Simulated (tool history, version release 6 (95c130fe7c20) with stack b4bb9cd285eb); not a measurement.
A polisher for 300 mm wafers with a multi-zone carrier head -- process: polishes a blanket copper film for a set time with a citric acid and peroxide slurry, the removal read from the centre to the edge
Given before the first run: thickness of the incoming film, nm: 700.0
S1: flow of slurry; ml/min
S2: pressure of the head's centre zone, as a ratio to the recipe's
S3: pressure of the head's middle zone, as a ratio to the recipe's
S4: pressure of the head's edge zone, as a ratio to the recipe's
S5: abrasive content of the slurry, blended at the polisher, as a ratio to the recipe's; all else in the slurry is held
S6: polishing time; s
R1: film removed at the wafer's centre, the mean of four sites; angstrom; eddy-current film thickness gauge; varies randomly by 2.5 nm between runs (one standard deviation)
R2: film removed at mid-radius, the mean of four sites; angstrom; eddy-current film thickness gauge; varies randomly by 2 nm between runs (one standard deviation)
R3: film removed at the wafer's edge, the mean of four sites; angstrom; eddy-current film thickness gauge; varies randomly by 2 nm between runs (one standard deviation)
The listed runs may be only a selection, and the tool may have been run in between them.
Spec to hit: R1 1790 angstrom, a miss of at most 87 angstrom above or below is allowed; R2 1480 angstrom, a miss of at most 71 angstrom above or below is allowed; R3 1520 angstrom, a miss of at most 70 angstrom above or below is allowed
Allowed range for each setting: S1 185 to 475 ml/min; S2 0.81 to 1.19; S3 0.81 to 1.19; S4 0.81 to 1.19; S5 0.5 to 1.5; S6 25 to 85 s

| run | hour | S1 | S2 | S3 | S4 | S5 | S6 | R1 | R2 | R3 |
|---|---|---|---|---|---|---|---|---|---|---|
| 1 | 0 | 305 | 1 | 1 | 1 | 1 | 55 | 1241.9 | 1141.5 | 1175.8 |
| 2 | 7.5 | 305 | 1.02 | 1 | 1.01 | 1.05 | 56 | 1316.3 | 1208.4 | 1217.2 |
| 3 | 14.6 | 245 | 1.02 | 1 | 1.01 | 1.05 | 56 | 1267.2 | 1190.3 | 1192.1 |
| 4 | 18 | 245 | 1.02 | 0.96 | 1.01 | 1.05 | 56 | 1296.6 | 1111.7 | 1223 |
| 5 | 19.2 | 245 | 1.03 | 0.96 | 1.02 | 1.1 | 57 | 1361 | 1169.7 | 1222.1 |
| 6 | 26.8 | 245 | 1.03 | 0.96 | 1.02 | 1.15 | 58 | 1417.4 | 1217.3 | 1278.5 |
| 7 | 35.3 | 255 | 1.13 | 1.04 | 1.09 | 1.4 | 60 | 1652.4 | 1385.3 | 1452.6 |
| 8 | 36.3 | 255 | 1.14 | 1.04 | 1.09 | 1.4 | 60 | 1658.9 | 1418.6 | 1449.3 |

Exercise: of the 5 proposed moves below, exactly one satisfies all targets within the stated allowed misses. Which move is it?
| A | 37.3 | 255 | 1.18 | 1.04 | 1.1 | 1.25 | 59 | ? | ? | ? |
| B | 37.3 | 350 | 1.12 | 1.16 | 1.08 | 1.25 | 57 | ? | ? | ? |
| C | 37.3 | 275 | 1.18 | 1.07 | 1.15 | 1.4 | 62 | ? | ? | ? |
| D | 37.3 | 260 | 0.94 | 0.9 | 1.19 | 1.4 | 62 | ? | ? | ? |
| E | 37.3 | 255 | 1.19 | 1.06 | 1.12 | 1.25 | 57 | ? | ? | ? |

| move | R1 | R2 | R3 |
|---|---|---|---|
| A | 1596.2 | 1329.2 | 1394.5 |
| B | 1529.1 | 1446.1 | 1363.2 |
| C | 1743.8 | 1484.1 | 1553.2 |
| D | 1445.4 | 1286.9 | 1577.6 |
| E | 1552.9 | 1303.9 | 1359.2 |
A: moves away from the targets compared with the last run
B: moves away from the targets compared with the last run
C: all results land within tolerance of their targets
D: moves away from the targets compared with the last run
E: moves away from the targets compared with the last run
Go with C: it meets all targets.
